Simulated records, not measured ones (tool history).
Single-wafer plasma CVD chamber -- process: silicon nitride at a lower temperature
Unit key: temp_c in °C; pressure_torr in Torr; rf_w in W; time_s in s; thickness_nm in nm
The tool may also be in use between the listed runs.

Run 1, day 0.000: temp_c 335 °C, pressure_torr 1.16 Torr, rf_w 250 W, time_s 27.7 s. Result: thickness_nm 26.096 nm.
Run 2, day 0.142: temp_c 335 °C, pressure_torr 0.98 Torr, rf_w 250 W, time_s 27.7 s. Result: thickness_nm 24.560 nm.
Run 3, day 0.212: temp_c 335 °C, pressure_torr 1.07 Torr, rf_w 255 W, time_s 27.7 s. Result: thickness_nm 25.789 nm.
Run 4, day 0.358: temp_c 335 °C, pressure_torr 1.24 Torr, rf_w 255 W, time_s 27.7 s. Result: thickness_nm 27.341 nm.
Run 5, day 0.538: temp_c 335 °C, pressure_torr 1.29 Torr, rf_w 260 W, time_s 27.7 s. Result: thickness_nm 28.251 nm.
Run 6, day 0.617: temp_c 335 °C, pressure_torr 1.29 Torr, rf_w 245 W, time_s 27.7 s. Result: thickness_nm 27.182 nm.
Run 7, day 0.821: temp_c 335 °C, pressure_torr 1.34 Torr, rf_w 250 W, time_s 27.7 s. Result: thickness_nm 28.168 nm.
Run 8, day 1.092: temp_c 335 °C, pressure_torr 1.34 Torr, rf_w 250 W, time_s 27.7 s. Result: thickness_nm 27.974 nm.

Run 9, settings as shown, results not yet in. Your forecast:
Run 9, day 1.254: temp_c 335 °C, pressure_torr 1.38 Torr, rf_w 255 W, time_s 27.7 s. Result: thickness_nm ?.

Run 9 came out at thickness_nm 28.983 nm.
